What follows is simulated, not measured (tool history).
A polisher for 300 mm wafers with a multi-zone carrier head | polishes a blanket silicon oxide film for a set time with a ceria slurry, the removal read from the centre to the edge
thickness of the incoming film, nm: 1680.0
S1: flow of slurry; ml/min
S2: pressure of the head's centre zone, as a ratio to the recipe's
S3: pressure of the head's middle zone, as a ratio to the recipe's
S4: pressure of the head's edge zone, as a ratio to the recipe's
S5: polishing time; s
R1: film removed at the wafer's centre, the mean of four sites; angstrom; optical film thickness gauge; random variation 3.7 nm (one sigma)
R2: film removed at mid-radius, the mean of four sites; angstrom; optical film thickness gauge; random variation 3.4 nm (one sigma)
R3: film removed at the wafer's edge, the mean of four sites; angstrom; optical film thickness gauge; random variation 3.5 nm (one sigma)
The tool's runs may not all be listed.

{"run": 1, "day": 0.0, "S1": 310, "S2": 1.0, "S3": 1.0, "S4": 1.0, "S5": 59, "R1": 2389.7, "R2": 2471.6, "R3": 2535.7}
{"run": 2, "day": 0.338, "S1": 310, "S2": 1.0, "S3": 1.0, "S4": 1.09, "S5": 59, "R1": 2377.2, "R2": 2400.7, "R3": 2619.1}
{"run": 3, "day": 0.521, "S1": 310, "S2": 1.0, "S3": 1.0, "S4": 1.09, "S5": 74, "R1": 2999.1, "R2": 2986.9, "R3": 3297.3}
{"run": 4, "day": 0.771, "S1": 310, "S2": 1.0, "S3": 0.94, "S4": 1.09, "S5": 74, "R1": 3060.1, "R2": 2904.3, "R3": 3331.8}
{"run": 5, "day": 1.038, "S1": 310, "S2": 1.0, "S3": 0.94, "S4": 1.09, "S5": 62, "R1": 2473.6, "R2": 2379.2, "R3": 2758.9}
{"run": 6, "day": 1.308, "S1": 310, "S2": 0.99, "S3": 0.95, "S4": 1.09, "S5": 63, "R1": 2540.1, "R2": 2477.8, "R3": 2809.4}
{"run": 7, "day": 1.562, "S1": 310, "S2": 0.98, "S3": 0.96, "S4": 1.1, "S5": 64, "R1": 2569.7, "R2": 2508.0, "R3": 2878.2}
{"run": 8, "day": 1.596, "S1": 310, "S2": 0.97, "S3": 0.97, "S4": 1.1, "S5": 65, "R1": 2603.6, "R2": 2602.9, "R3": 2933.0}
{"run": 9, "day": 1.712, "S1": 310, "S2": 0.96, "S3": 0.98, "S4": 1.11, "S5": 66, "R1": 2664.1, "R2": 2728.4, "R3": 2953.9}
{"run": 10, "day": 1.779, "S1": 300, "S2": 0.94, "S3": 0.97, "S4": 1.12, "S5": 67, "R1": 2689.6, "R2": 2702.1, "R3": 2977.3}

Run 11 comes next. What will it give?
{"run": 11, "day": 1.875, "S1": 320, "S2": 0.93, "S3": 0.97, "S4": 1.13, "S5": 67, "R1": "?", "R2": "?", "R3": "?"}

{"run 11": {"R1": 2645.4, "R2": 2686.6, "R3": 3049.6}}
